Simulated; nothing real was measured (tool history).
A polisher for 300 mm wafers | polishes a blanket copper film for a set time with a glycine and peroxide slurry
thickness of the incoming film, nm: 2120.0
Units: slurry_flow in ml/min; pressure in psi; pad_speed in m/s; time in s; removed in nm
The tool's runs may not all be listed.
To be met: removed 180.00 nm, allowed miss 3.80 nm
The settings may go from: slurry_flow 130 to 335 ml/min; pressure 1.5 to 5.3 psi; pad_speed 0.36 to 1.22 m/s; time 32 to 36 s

run 1 day=0.000 | slurry_flow=215 pressure=3.4 pad_speed=0.78 time=36 | removed=162.15
run 2 day=0.300 | slurry_flow=230 pressure=3.5 pad_speed=0.78 time=36 | removed=168.13
run 3 day=0.346 | slurry_flow=245 pressure=3.6 pad_speed=0.78 time=36 | removed=172.55
run 4 day=0.408 | slurry_flow=245 pressure=3.6 pad_speed=0.90 time=36 | removed=192.32
run 5 day=0.558 | slurry_flow=195 pressure=3.6 pad_speed=0.90 time=36 | removed=187.34
run 6 day=0.667 | slurry_flow=195 pressure=4.3 pad_speed=0.90 time=36 | removed=218.67
run 7 day=0.712 | slurry_flow=185 pressure=4.0 pad_speed=0.90 time=36 | removed=204.25
run 8 day=0.767 | slurry_flow=180 pressure=3.8 pad_speed=0.90 time=36 | removed=193.07
run 9 day=1.033 | slurry_flow=170 pressure=3.7 pad_speed=0.90 time=36 | removed=186.54
run 10 day=1.233 | slurry_flow=160 pressure=3.7 pad_speed=0.90 time=36 | removed=186.17
run 11 day=1.488 | slurry_flow=155 pressure=3.7 pad_speed=0.90 time=36 | removed=184.45
run 12 day=1.725 | slurry_flow=150 pressure=3.7 pad_speed=0.90 time=36 | removed=184.12

4 next moves are on the table. One of them brings every result within its allowed miss. Which?
run A day=1.962 | slurry_flow=140 pressure=3.7 pad_speed=0.98 time=35 | removed=?
run B day=1.962 | slurry_flow=155 pressure=4.7 pad_speed=0.78 time=32 | removed=?
run C day=1.962 | slurry_flow=180 pressure=3.7 pad_speed=0.92 time=35 | removed=?
run D day=1.962 | slurry_flow=145 pressure=4.2 pad_speed=0.80 time=33 | removed=?

move=A removed=189.03
move=B removed=181.07
move=C removed=186.90
move=D removed=171.10
A: further off than the last run
B: meets every target
C: further off than the last run
D: takes the result that was furthest off past its target
Move B is the one to make.
